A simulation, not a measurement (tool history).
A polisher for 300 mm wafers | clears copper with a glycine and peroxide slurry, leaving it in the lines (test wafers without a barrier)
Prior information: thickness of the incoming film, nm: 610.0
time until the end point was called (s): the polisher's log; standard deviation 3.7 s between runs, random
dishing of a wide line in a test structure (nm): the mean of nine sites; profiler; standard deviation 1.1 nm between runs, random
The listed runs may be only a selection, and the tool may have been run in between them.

run  hour  flow of slurry (ml/min)  pressure of the wafer on the pad (kPa)  speed of the pad under the wafer (cm/s)  overpolish time after the end point (s)  time until the end point was called (s)  dishing of a wide line in a test structure (nm)
  1     0                      170                                    17.2                                      116                                       27                                   134.62                                           76.819
  2   6.5                      170                                    15.9                                      114                                       29                                   149.22                                           74.962
  3  15.5                      170                                    13.8                                      114                                       29                                   165.29                                           67.751
  4  22.7                      170                                    13.8                                      136                                       29                                   147.09                                           73.767
  5  31.3                      170                                    13.8                                      136                                       24                                   146.67                                           64.312
  6  34.4                      170                                    13.8                                      148                                       24                                   136.29                                           67.974
  7  43.4                      170                                    12.4                                      146                                       26                                   147.46                                           65.103
  8  52.4                      170                                    11.7                                      142                                       28                                   154.97                                           65.069
  9  60.7                      170                                      11                                      138                                       30                                   172.31                                           65.222
 10  66.2                      170                                    10.3                                      136                                       31                                    185.1                                           64.355
     71.1  -- worn pad replaced by a new one
 11  71.1                      170                                    10.3                                      136                                       32                                   168.36                                           70.115

The next listed run, before its measurement:
 12  73.4                      160                                     7.6                                      124                                       37                                        ?                                                ?

{"run 12": {"time until the end point was called (s)": 232.67, "dishing of a wide line in a test structure (nm)": 61.362}}

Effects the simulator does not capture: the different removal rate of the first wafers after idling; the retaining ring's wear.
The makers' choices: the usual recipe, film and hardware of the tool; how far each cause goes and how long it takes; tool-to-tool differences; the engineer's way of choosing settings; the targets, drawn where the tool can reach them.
